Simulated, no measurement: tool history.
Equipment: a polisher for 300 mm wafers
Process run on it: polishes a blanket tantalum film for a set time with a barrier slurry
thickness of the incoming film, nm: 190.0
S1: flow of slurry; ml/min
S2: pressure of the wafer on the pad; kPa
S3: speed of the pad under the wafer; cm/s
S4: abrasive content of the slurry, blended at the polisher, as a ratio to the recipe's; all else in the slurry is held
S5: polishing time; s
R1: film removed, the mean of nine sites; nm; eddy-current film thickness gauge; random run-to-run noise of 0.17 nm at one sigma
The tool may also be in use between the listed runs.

| run | day | S1 | S2 | S3 | S4 | S5 | R1 |
|---|---|---|---|---|---|---|---|
| 1 | 0.000 | 160 | 15.2 | 80 | 1.0 | 27 | 34.688 |
| 2 | 0.171 | 160 | 17.9 | 80 | 1.0 | 27 | 40.174 |
| 3 | 0.533 | 160 | 17.9 | 88 | 1.0 | 27 | 44.586 |
| 4 | 0.562 | 160 | 17.9 | 88 | 1.0 | 27 | 44.807 |
|  | 0.833 | slurry blender recalibrated |
| 5 | 0.833 | 155 | 15.9 | 88 | 1.0 | 27 | 41.231 |
| 6 | 0.950 | 155 | 15.9 | 98 | 1.0 | 27 | 46.169 |
| 7 | 1.275 | 155 | 13.8 | 96 | 1.0 | 27 | 39.069 |

The next listed run, before its measurement:
| 8 | 1.575 | 155 | 13.8 | 96 | 1.0 | 27 | ? |

Run 8 yielded R1 38.906 nm.

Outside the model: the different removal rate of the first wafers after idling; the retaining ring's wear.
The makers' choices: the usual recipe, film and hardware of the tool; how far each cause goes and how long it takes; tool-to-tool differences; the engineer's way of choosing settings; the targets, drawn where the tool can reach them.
